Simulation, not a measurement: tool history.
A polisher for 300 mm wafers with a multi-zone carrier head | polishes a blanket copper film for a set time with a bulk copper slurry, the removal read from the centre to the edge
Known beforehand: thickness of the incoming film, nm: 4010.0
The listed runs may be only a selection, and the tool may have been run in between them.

run	hour	flow of slurry (ml/min)	pressure of the head's centre zone	pressure of the head's middle zone	pressure of the head's edge zone	abrasive content of the slurry	polishing time (s)	film removed at the wafer's centre (nm)	film removed at mid-radius (nm)	film removed at the wafer's edge (nm)
1	0.0	145	1.00	1.00	1.00	1.00	58	579.74	599.24	595.30
2	3.2	145	1.00	1.00	1.07	1.00	58	594.09	598.29	597.13
3	8.2	155	0.96	0.99	1.08	1.15	59	614.58	633.16	664.18
4	11.8	155	1.03	0.99	1.08	1.15	59	653.43	637.74	655.48
5	19.7	165	1.00	1.01	1.09	1.20	59	649.15	664.05	660.06
6	22.3	165	1.00	0.95	1.09	1.20	59	638.29	625.27	676.31

Predict the results of run 7:
7	27.0	175	0.97	0.97	1.10	1.25	59	?	?	?

film removed at the wafer's centre (nm): 639.62
film removed at mid-radius (nm): 639.73
film removed at the wafer's edge (nm): 686.40

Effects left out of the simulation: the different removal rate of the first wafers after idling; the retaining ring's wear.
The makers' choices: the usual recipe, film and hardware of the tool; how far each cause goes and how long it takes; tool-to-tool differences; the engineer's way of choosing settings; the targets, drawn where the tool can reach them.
